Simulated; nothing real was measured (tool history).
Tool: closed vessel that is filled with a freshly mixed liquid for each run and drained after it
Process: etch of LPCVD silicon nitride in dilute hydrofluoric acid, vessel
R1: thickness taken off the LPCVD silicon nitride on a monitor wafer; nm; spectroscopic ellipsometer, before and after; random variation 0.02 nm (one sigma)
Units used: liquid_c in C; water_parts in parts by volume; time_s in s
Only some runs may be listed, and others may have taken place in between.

{"run": 1, "hour": 0.0, "liquid_c": 26.0, "water_parts": 150, "time_s": 970, "R1": 4.4616}
{"run": 2, "hour": 2.0, "liquid_c": 23.5, "water_parts": 150, "time_s": 970, "R1": 3.8647}
{"run": 3, "hour": 7.7, "liquid_c": 26.0, "water_parts": 150, "time_s": 970, "R1": 4.4398}
{"run": 4, "hour": 11.8, "liquid_c": 28.0, "water_parts": 150, "time_s": 970, "R1": 5.0963}
{"run": 5, "hour": 16.5, "liquid_c": 27.0, "water_parts": 150, "time_s": 970, "R1": 4.7588}
{"run": 6, "hour": 22.4, "liquid_c": 26.0, "water_parts": 150, "time_s": 970, "R1": 4.4605}
{"run": 7, "hour": 32.0, "liquid_c": 25.0, "water_parts": 150, "time_s": 970, "R1": 4.2476}
{"run": 8, "hour": 40.3, "liquid_c": 24.5, "water_parts": 155, "time_s": 970, "R1": 3.9694}
{"run": 9, "hour": 47.4, "liquid_c": 24.0, "water_parts": 155, "time_s": 970, "R1": 3.8366}
{"run": 10, "hour": 52.7, "liquid_c": 23.5, "water_parts": 155, "time_s": 970, "R1": 3.699}
{"run": 11, "hour": 55.7, "liquid_c": 23.5, "water_parts": 155, "time_s": 970, "R1": 3.6997}
{"run": 12, "hour": 61.9, "liquid_c": 23.0, "water_parts": 155, "time_s": 970, "R1": 3.6169}
{"run": 13, "hour": 65.5, "liquid_c": 22.5, "water_parts": 155, "time_s": 970, "R1": 3.4401}
{"run": 14, "hour": 69.5, "liquid_c": 22.0, "water_parts": 155, "time_s": 970, "R1": 3.3457}
{"run": 15, "hour": 74.4, "liquid_c": 21.5, "water_parts": 155, "time_s": 970, "R1": 3.2526}

Expected results for the next run?
{"run": 16, "hour": 83.4, "liquid_c": 21.0, "water_parts": 155, "time_s": 970, "R1": "?"}

R1: 3.1786 nm
